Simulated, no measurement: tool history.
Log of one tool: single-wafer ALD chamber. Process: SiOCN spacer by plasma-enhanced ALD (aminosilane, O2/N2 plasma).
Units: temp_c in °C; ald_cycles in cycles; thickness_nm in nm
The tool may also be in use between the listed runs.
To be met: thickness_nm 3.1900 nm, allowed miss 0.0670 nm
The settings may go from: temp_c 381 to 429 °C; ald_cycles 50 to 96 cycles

run,hour,temp_c,ald_cycles,thickness_nm
1,0.0,405,73,4.5142
2,4.9,401,73,4.5530
3,6.9,403,70,4.3062
4,8.8,395,70,4.3837
5,16.1,396,67,4.2104
6,23.0,398,65,4.0457
7,30.6,399,63,3.9265
8,36.7,400,61,3.7953
9,41.0,401,60,3.7137
10,44.6,402,59,3.6582
11,50.8,403,58,3.6207
12,53.0,404,57,3.5056
13,62.0,406,56,3.4195
14,69.9,406,56,3.4473
15,73.5,407,56,3.4264
16,77.7,408,56,3.4285
17,84.4,409,56,3.3874
18,87.0,410,56,3.3859
19,89.9,411,56,3.3827
20,90.7,412,56,3.3804
21,98.0,413,56,3.3541
22,105.5,414,56,3.3438

4 next moves are on the table. One of them brings every result within its allowed miss. Which?
A,113.0,417,54,?
B,113.0,412,50,?
C,113.0,410,58,?
D,113.0,407,58,?

move,thickness_nm
A,3.2198
B,3.0289
C,3.5356
D,3.5687
A: meets every target
B: takes the result that was furthest off past its target
C: further off than the last run
D: further off than the last run
Answer: A

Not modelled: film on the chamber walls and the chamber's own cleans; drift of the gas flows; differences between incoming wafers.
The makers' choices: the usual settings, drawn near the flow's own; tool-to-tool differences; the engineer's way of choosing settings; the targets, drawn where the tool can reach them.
